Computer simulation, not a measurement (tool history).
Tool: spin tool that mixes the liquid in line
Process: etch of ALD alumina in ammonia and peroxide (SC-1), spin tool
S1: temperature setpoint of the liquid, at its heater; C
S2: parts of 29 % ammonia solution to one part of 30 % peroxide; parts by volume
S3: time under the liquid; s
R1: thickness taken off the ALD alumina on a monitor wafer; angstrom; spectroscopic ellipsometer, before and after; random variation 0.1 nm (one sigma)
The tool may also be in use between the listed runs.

run,day,S1,S2,S3,R1
1,0.000,62.0,0.9,65,120.70
2,0.088,62.0,1.1,65,123.94
3,0.392,63.0,1.1,65,129.20
4,0.592,64.0,1.1,65,137.63
5,0.675,64.0,1.2,65,138.08
6,1.029,64.0,1.2,65,138.18

The next listed run, before its measurement:
7,1.204,64.5,1.2,65,?

R1: 140.30 angstrom
